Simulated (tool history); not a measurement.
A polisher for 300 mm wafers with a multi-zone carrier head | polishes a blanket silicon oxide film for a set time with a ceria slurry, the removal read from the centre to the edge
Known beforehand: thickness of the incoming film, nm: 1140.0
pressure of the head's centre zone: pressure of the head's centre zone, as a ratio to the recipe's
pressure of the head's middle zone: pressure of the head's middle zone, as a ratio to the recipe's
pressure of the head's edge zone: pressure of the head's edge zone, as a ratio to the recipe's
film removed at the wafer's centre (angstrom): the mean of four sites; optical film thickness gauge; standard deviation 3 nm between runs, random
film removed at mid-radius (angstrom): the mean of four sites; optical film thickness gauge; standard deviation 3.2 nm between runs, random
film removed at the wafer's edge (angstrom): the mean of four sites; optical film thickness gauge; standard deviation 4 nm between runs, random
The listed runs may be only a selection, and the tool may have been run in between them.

| run | hour | flow of slurry (ml/min) | pressure of the head's centre zone | pressure of the head's middle zone | pressure of the head's edge zone | polishing time (s) | film removed at the wafer's centre (angstrom) | film removed at mid-radius (angstrom) | film removed at the wafer's edge (angstrom) |
|---|---|---|---|---|---|---|---|---|---|
| 1 | 0.0 | 170 | 1.00 | 1.00 | 1.00 | 84 | 2666.6 | 2763.4 | 2710.6 |
| 2 | 1.6 | 175 | 1.02 | 0.97 | 1.05 | 90 | 2946.3 | 2943.1 | 2955.7 |
| 3 | 9.3 | 175 | 1.02 | 0.90 | 1.05 | 90 | 2950.3 | 2760.4 | 2988.0 |
| 4 | 13.9 | 180 | 1.02 | 0.88 | 1.08 | 95 | 3096.0 | 2886.6 | 3185.2 |
| 5 | 17.5 | 180 | 1.02 | 0.88 | 1.08 | 111 | 3642.0 | 3352.1 | 3764.6 |
| 6 | 20.2 | 180 | 0.95 | 0.88 | 1.08 | 111 | 3386.9 | 3307.3 | 3744.4 |
| 7 | 26.6 | 195 | 0.97 | 0.87 | 1.09 | 111 | 3476.1 | 3278.8 | 3821.6 |
| 8 | 31.0 | 200 | 0.99 | 0.87 | 1.10 | 111 | 3585.1 | 3317.1 | 3831.8 |
|  | 31.6 | worn pad replaced by a new one |
| 9 | 31.6 | 205 | 1.00 | 0.87 | 1.11 | 111 | 3943.4 | 3720.6 | 4174.7 |

Predict the results of run 10:
| 10 | 37.5 | 190 | 1.02 | 0.82 | 1.08 | 112 | ? | ? | ? |

{"run 10": {"film removed at the wafer's centre (angstrom)": 3992.8, "film removed at mid-radius (angstrom)": 3528.8, "film removed at the wafer's edge (angstrom)": 4219.2}}
